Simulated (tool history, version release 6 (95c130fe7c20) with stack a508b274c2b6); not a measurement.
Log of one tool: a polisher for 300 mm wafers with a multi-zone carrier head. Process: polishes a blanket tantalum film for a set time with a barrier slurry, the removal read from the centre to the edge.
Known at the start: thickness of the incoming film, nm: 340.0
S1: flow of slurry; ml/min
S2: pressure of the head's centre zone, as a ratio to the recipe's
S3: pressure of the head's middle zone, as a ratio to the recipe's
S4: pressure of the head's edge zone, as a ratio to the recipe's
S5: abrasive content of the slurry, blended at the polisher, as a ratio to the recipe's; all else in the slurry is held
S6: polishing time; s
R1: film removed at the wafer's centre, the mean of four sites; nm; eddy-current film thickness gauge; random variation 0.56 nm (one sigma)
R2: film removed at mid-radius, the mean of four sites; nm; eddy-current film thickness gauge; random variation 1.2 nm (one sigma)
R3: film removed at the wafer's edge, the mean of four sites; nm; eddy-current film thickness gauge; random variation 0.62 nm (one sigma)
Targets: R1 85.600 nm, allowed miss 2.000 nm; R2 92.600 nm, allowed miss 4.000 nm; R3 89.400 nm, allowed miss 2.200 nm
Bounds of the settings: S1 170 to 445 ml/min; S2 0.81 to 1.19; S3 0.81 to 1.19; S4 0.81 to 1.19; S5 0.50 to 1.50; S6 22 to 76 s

run  hour   S1    S2    S3    S4    S5  S6      R1      R2      R3
  1   0.0  285  1.00  1.00  1.00  1.00  49  67.463  67.640  67.816
  2   3.9  285  1.00  0.95  1.00  1.00  49  66.570  63.565  67.911
  3   4.7  285  1.00  0.97  1.02  1.05  49  68.144  65.648  69.512
  4  12.5  290  1.00  0.99  1.04  1.10  49  69.145  68.677  70.590
  5  18.3  355  1.00  0.99  1.04  1.10  49  70.392  69.385  70.844
  6  23.2  355  1.00  0.99  1.04  1.10  55  78.586  76.543  79.146
  7  25.6  350  1.00  1.00  1.05  1.15  55  80.361  80.353  80.697
  8  26.8  345  1.00  1.01  1.06  1.20  55  80.354  82.729  82.598
  9  28.4  345  1.00  1.02  1.07  1.20  55  81.378  81.296  83.459
 10  31.3  345  1.00  1.04  1.08  1.20  55  80.051  83.475  83.265
 11  36.2  345  1.01  1.05  1.09  1.20  55  81.540  84.037  84.114
 12  39.8  345  1.01  1.06  1.10  1.20  55  82.356  84.124  83.419
 13  43.2  345  1.01  1.06  1.10  1.25  55  82.222  85.399  84.563
 14  43.8  345  1.01  1.07  1.11  1.25  55  81.593  86.436  85.754
 15  47.5  345  1.01  1.08  1.11  1.25  55  83.445  85.204  85.856
 16  49.6  345  1.01  1.08  1.11  1.25  55  82.399  87.211  85.910
 17  56.1  345  1.01  1.09  1.11  1.25  55  82.053  87.634  84.838
 18  58.1  345  1.01  1.09  1.12  1.25  55  82.217  89.642  84.311
 19  60.8  345  1.01  1.09  1.13  1.35  55  83.851  88.010  86.537

4 next moves are on the table. One of them brings every result within its allowed miss. Which?
  A  63.5  330  0.99  1.03  1.13  1.30  54   ?   ?   ?
  B  63.5  365  1.00  0.99  1.19  1.40  53   ?   ?   ?
  C  63.5  335  1.00  1.10  1.12  1.35  57   ?   ?   ?
  D  63.5  335  1.08  1.09  1.08  1.00  59   ?   ?   ?

move      R1      R2      R3
   A  79.728  83.792  84.117
   B  81.091  81.537  86.433
   C  85.948  94.512  89.272
   D  88.511  89.341  83.828
A: further off than the last run
B: further off than the last run
C: meets every target
D: further off than the last run
The right move is C.
